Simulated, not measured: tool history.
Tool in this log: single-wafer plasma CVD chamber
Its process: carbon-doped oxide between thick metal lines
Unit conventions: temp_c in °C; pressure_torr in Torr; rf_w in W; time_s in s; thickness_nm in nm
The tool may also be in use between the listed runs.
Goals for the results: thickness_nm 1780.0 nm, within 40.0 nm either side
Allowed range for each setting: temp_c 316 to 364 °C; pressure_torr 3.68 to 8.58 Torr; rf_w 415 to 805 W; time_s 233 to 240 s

run	hour	temp_c	pressure_torr	rf_w	time_s	thickness_nm
1	0.0	340	6.13	610	233	1456.0
2	5.6	340	6.98	610	233	1468.1
3	11.0	340	6.98	610	233	1469.4
4	12.1	338	7.07	645	234	1563.6
5	16.3	338	7.07	585	234	1432.4
6	24.0	337	7.11	615	235	1509.8
7	25.0	336	7.19	640	235	1571.5
8	29.8	334	7.28	655	235	1614.2
9	30.8	332	7.36	665	235	1651.3
10	36.7	330	7.44	670	235	1670.8
11	41.7	329	7.51	675	235	1690.1

Pick the move, out of 5, that brings all results within their allowed miss; only one does.
A	46.7	330	7.12	675	238	?
B	46.7	330	8.55	730	233	?
C	46.7	331	7.56	630	233	?
D	46.7	329	7.69	610	235	?
E	46.7	327	6.79	610	233	?

move	thickness_nm
A	1692.7
B	1791.0
C	1565.2
D	1546.6
E	1528.9
A: as far off as the last run
B: meets every target
C: lands further from the targets than the last run did
D: lands further from the targets than the last run did
E: lands further from the targets than the last run did
So the answer is move B, the one that meets all the targets.
